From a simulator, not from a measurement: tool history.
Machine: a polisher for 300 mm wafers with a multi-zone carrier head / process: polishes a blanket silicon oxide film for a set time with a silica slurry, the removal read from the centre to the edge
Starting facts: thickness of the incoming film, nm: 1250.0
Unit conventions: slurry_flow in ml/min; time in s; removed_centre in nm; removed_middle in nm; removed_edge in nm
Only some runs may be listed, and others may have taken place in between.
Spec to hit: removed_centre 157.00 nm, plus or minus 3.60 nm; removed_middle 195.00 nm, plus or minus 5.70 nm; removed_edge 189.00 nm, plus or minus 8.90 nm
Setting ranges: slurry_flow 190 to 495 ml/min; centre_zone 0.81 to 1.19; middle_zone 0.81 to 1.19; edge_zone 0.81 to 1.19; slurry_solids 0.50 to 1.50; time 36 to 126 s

run  hour  slurry_flow  centre_zone  middle_zone  edge_zone  slurry_solids  time  removed_centre  removed_middle  removed_edge
  1   0.0          320         1.00         1.00       1.00           1.00    81          238.73          235.18        233.46
  2   7.3          305         0.95         1.01       1.00           0.90    81          214.13          225.36        226.99
  3  13.9          305         0.95         1.07       1.00           0.90    81          212.42          230.24        222.81
  4  20.4          305         1.01         1.07       1.00           0.90    81          226.90          230.94        221.71
  5  25.0          305         1.05         1.07       1.00           0.90    81          237.02          229.34        222.20
  6  28.0          295         0.99         1.07       0.98           0.80    81          209.93          221.14        204.25
  7  28.5          285         0.94         1.05       0.99           0.75    81          190.27          209.12        205.83
  8  36.0          275         0.91         1.04       0.97           0.75    81          181.79          204.98        202.05
  9  37.5          260         0.89         1.04       0.95           0.75    81          178.78          204.77        193.89
 10  42.5          255         0.81         1.03       1.01           0.65    81          150.62          185.36        183.82

4 next moves are on the table. One of them brings every result within its allowed miss. Which?
  A  47.5          235         0.83         1.07       0.85           0.65    90               ?               ?             ?
  B  47.5          280         0.86         1.13       1.05           0.60    83               ?               ?             ?
  C  47.5          235         0.84         1.06       1.01           0.65    79               ?               ?             ?
  D  47.5          300         0.81         0.94       1.07           0.60    93               ?               ?             ?

move  removed_centre  removed_middle  removed_edge
   A          165.42          208.11        192.70
   B          154.61          194.20        188.57
   C          146.96          181.46        182.07
   D          164.31          193.71        214.81
A: takes the result that was furthest off past its target
B: all results land within tolerance of their targets
C: its largest miss is bigger than the last run's
D: takes the result that was furthest off past its target
B is the move that brings every result within its allowed miss.
